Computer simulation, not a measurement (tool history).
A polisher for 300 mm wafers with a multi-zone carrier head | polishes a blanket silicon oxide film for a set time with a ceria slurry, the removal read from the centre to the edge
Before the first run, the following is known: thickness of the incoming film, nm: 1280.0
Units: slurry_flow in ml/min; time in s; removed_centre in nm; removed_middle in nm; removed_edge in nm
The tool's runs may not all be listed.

run 1 hour=0.0 | slurry_flow=205 centre_zone=1.00 middle_zone=1.00 edge_zone=1.00 time=66 | removed_centre=233.22 removed_middle=238.08 removed_edge=232.73
run 2 hour=5.6 | slurry_flow=245 centre_zone=1.00 middle_zone=1.00 edge_zone=1.00 time=66 | removed_centre=235.14 removed_middle=242.23 removed_edge=235.89
run 3 hour=10.7 | slurry_flow=245 centre_zone=1.00 middle_zone=1.00 edge_zone=1.00 time=58 | removed_centre=215.52 removed_middle=205.49 removed_edge=205.79
run 4 hour=12.6 | slurry_flow=270 centre_zone=1.00 middle_zone=1.00 edge_zone=1.00 time=58 | removed_centre=210.55 removed_middle=212.81 removed_edge=204.96
run 5 hour=16.8 | slurry_flow=270 centre_zone=0.97 middle_zone=0.98 edge_zone=0.98 time=54 | removed_centre=192.29 removed_middle=193.12 removed_edge=194.26
run 6 hour=22.3 | slurry_flow=290 centre_zone=0.97 middle_zone=0.98 edge_zone=0.98 time=54 | removed_centre=191.38 removed_middle=195.82 removed_edge=195.71
run 7 hour=31.3 | slurry_flow=290 centre_zone=0.96 middle_zone=0.98 edge_zone=0.96 time=51 | removed_centre=183.39 removed_middle=182.30 removed_edge=179.83
run 8 hour=39.2 | slurry_flow=290 centre_zone=0.93 middle_zone=0.97 edge_zone=0.94 time=50 | removed_centre=175.05 removed_middle=178.87 removed_edge=175.93
run 9 hour=42.9 | slurry_flow=290 centre_zone=0.91 middle_zone=0.95 edge_zone=0.92 time=49 | removed_centre=163.24 removed_middle=176.61 removed_edge=169.74
-- hour=47.9 worn pad replaced by a new one
run 10 hour=47.9 | slurry_flow=290 centre_zone=0.91 middle_zone=0.92 edge_zone=0.91 time=48 | removed_centre=179.29 removed_middle=181.31 removed_edge=185.97
run 11 hour=52.6 | slurry_flow=290 centre_zone=0.92 middle_zone=0.94 edge_zone=0.94 time=46 | removed_centre=176.57 removed_middle=180.33 removed_edge=180.17

Run 12 comes next. What will it give?
run 12 hour=57.7 | slurry_flow=295 centre_zone=0.90 middle_zone=0.93 edge_zone=0.92 time=43 | removed_centre=? removed_middle=? removed_edge=?

removed_centre: 163.25 nm
removed_middle: 165.35 nm
removed_edge: 169.36 nm

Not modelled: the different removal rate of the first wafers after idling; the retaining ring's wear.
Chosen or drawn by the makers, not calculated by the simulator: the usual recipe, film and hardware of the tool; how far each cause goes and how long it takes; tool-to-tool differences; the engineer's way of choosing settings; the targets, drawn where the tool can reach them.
